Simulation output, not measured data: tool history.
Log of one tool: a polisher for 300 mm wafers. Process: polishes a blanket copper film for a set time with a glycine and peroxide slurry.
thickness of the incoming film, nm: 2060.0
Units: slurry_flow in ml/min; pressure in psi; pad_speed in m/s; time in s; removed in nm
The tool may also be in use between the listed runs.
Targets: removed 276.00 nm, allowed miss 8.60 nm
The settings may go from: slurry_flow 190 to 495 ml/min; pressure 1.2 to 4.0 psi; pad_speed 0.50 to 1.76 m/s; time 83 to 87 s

Run 1, day 0.000: slurry_flow 320 ml/min, pressure 2.6 psi, pad_speed 1.12 m/s, time 83 s. Result: removed 423.03 nm.
Run 2, day 0.104: slurry_flow 385 ml/min, pressure 2.6 psi, pad_speed 1.12 m/s, time 83 s. Result: removed 436.59 nm.
Run 3, day 0.388: slurry_flow 385 ml/min, pressure 3.1 psi, pad_speed 1.12 m/s, time 83 s. Result: removed 487.66 nm.
Run 4, day 0.675: slurry_flow 420 ml/min, pressure 3.1 psi, pad_speed 1.12 m/s, time 83 s. Result: removed 491.52 nm.
Run 5, day 0.712: slurry_flow 420 ml/min, pressure 2.6 psi, pad_speed 1.08 m/s, time 83 s. Result: removed 422.14 nm.
Run 6, day 0.754: slurry_flow 420 ml/min, pressure 2.2 psi, pad_speed 1.06 m/s, time 83 s. Result: removed 373.18 nm.
Run 7, day 0.996: slurry_flow 420 ml/min, pressure 1.9 psi, pad_speed 1.04 m/s, time 83 s. Result: removed 338.51 nm.
Run 8, day 1.167: slurry_flow 415 ml/min, pressure 1.2 psi, pad_speed 1.02 m/s, time 83 s. Result: removed 251.06 nm.
Run 9, day 1.512: slurry_flow 420 ml/min, pressure 1.3 psi, pad_speed 1.02 m/s, time 83 s. Result: removed 261.08 nm.
Run 10, day 1.688: slurry_flow 425 ml/min, pressure 1.3 psi, pad_speed 1.02 m/s, time 83 s. Result: removed 262.96 nm.
Run 11, day 1.846: slurry_flow 430 ml/min, pressure 1.3 psi, pad_speed 1.02 m/s, time 83 s. Result: removed 257.38 nm.

Which of these 5 next moves meets every target?
Run A, day 2.004: slurry_flow 410 ml/min, pressure 1.3 psi, pad_speed 0.84 m/s, time 87 s. Result: removed ?.
Run B, day 2.004: slurry_flow 445 ml/min, pressure 1.3 psi, pad_speed 0.96 m/s, time 85 s. Result: removed ?.
Run C, day 2.004: slurry_flow 480 ml/min, pressure 1.2 psi, pad_speed 1.02 m/s, time 83 s. Result: removed ?.
Run D, day 2.004: slurry_flow 495 ml/min, pressure 1.3 psi, pad_speed 0.86 m/s, time 86 s. Result: removed ?.
Run E, day 2.004: slurry_flow 495 ml/min, pressure 2.0 psi, pad_speed 0.72 m/s, time 87 s. Result: removed ?.

move  removed
   A   237.06
   B   255.48
   C   250.92
   D   241.00
   E   272.70
A: further off than the last run
B: further off than the last run
C: further off than the last run
D: further off than the last run
E: meets every target
Move E is the one to make.
